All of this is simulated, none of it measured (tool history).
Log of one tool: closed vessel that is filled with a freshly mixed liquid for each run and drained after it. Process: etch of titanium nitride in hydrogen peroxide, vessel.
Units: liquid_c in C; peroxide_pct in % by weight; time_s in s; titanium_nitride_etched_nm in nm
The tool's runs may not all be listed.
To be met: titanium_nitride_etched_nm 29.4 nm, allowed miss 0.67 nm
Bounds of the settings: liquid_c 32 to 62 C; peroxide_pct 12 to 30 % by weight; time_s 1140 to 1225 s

{"run": 1, "hour": 0.0, "liquid_c": 46, "peroxide_pct": 20.5, "time_s": 1140, "titanium_nitride_etched_nm": 45.927}
{"run": 2, "hour": 4.0, "liquid_c": 51.5, "peroxide_pct": 20.5, "time_s": 1140, "titanium_nitride_etched_nm": 67.844}
{"run": 3, "hour": 11.5, "liquid_c": 51.5, "peroxide_pct": 20.5, "time_s": 1140, "titanium_nitride_etched_nm": 67.697}
{"run": 4, "hour": 19.1, "liquid_c": 51.5, "peroxide_pct": 19, "time_s": 1140, "titanium_nitride_etched_nm": 67.222}
{"run": 5, "hour": 19.6, "liquid_c": 51.5, "peroxide_pct": 19, "time_s": 1140, "titanium_nitride_etched_nm": 66.346}
{"run": 6, "hour": 27.3, "liquid_c": 51.5, "peroxide_pct": 23, "time_s": 1140, "titanium_nitride_etched_nm": 69.168}
{"run": 7, "hour": 31.2, "liquid_c": 49, "peroxide_pct": 23, "time_s": 1140, "titanium_nitride_etched_nm": 57.928}
{"run": 8, "hour": 36.1, "liquid_c": 41, "peroxide_pct": 22.5, "time_s": 1140, "titanium_nitride_etched_nm": 31.963}
{"run": 9, "hour": 42.8, "liquid_c": 40.5, "peroxide_pct": 22.5, "time_s": 1140, "titanium_nitride_etched_nm": 30.752}
{"run": 10, "hour": 50.3, "liquid_c": 40.5, "peroxide_pct": 22.5, "time_s": 1140, "titanium_nitride_etched_nm": 30.808}

4 next moves are on the table. One of them brings every result within its allowed miss. Which?
{"run": "A", "hour": 57.8, "liquid_c": 39.5, "peroxide_pct": 23.5, "time_s": 1170, "titanium_nitride_etched_nm": "?"}
{"run": "B", "hour": 57.8, "liquid_c": 42, "peroxide_pct": 20, "time_s": 1140, "titanium_nitride_etched_nm": "?"}
{"run": "C", "hour": 57.8, "liquid_c": 41, "peroxide_pct": 18, "time_s": 1225, "titanium_nitride_etched_nm": "?"}
{"run": "D", "hour": 57.8, "liquid_c": 41, "peroxide_pct": 21.5, "time_s": 1140, "titanium_nitride_etched_nm": "?"}

move=A titanium_nitride_etched_nm=29.56
move=B titanium_nitride_etched_nm=33.685
move=C titanium_nitride_etched_nm=32.795
move=D titanium_nitride_etched_nm=31.703
A: meets every target
B: further off than the last run
C: further off than the last run
D: further off than the last run
Answer: A

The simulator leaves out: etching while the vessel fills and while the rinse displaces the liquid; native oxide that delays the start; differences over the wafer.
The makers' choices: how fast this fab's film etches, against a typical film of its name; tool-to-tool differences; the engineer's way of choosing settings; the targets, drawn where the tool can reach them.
